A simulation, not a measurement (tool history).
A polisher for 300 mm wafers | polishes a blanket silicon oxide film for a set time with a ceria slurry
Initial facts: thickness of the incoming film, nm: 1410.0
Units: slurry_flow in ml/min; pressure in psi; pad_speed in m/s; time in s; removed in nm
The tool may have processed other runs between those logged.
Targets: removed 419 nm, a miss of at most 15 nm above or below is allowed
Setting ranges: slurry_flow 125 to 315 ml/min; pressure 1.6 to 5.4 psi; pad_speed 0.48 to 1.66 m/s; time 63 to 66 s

| run | day | slurry_flow | pressure | pad_speed | time | removed |
|---|---|---|---|---|---|---|
| 1 | 0 | 205 | 3.5 | 1.06 | 63 | 315.36 |
| 2 | 0.283 | 205 | 3.6 | 1.06 | 63 | 329.81 |
| 3 | 0.488 | 205 | 3.6 | 1.06 | 63 | 327.8 |
| 4 | 0.758 | 205 | 3.6 | 1.06 | 63 | 324.49 |
| 5 | 0.95 | 205 | 3.6 | 0.88 | 63 | 273.61 |
| 6 | 1.1 | 205 | 3.8 | 0.88 | 63 | 287.33 |
| 7 | 1.421 | 205 | 4 | 0.88 | 63 | 300.74 |
| 8 | 1.7 | 205 | 4.2 | 0.88 | 63 | 313.24 |
| 9 | 1.983 | 205 | 4.3 | 0.88 | 63 | 323.65 |
| 10 | 2.042 | 205 | 4.4 | 0.88 | 63 | 334.34 |
| 11 | 2.333 | 205 | 4.5 | 0.88 | 63 | 338.92 |
| 12 | 2.525 | 205 | 4.6 | 0.88 | 63 | 349.92 |
| 13 | 2.854 | 205 | 4.7 | 0.88 | 63 | 352.94 |
| 14 | 3.096 | 205 | 4.8 | 0.88 | 63 | 368.44 |
| 15 | 3.404 | 215 | 5.3 | 0.88 | 63 | 391.59 |

Pick the move, out of 4, that brings all results within their allowed miss; only one does.
| A | 3.712 | 245 | 5.4 | 0.92 | 66 | ? |
| B | 3.712 | 245 | 5.4 | 0.84 | 66 | ? |
| C | 3.712 | 190 | 4.8 | 0.94 | 63 | ? |
| D | 3.712 | 235 | 4.7 | 1.08 | 64 | ? |

| move | removed |
|---|---|
| A | 452.85 |
| B | 414.83 |
| C | 382.75 |
| D | 445.85 |
A: moves the result that the last run missed by most past its target, out the other side
B: all results in spec
C: the biggest miss grows against the last run
D: moves the result that the last run missed by most past its target, out the other side
Correct choice: B, which meets every target
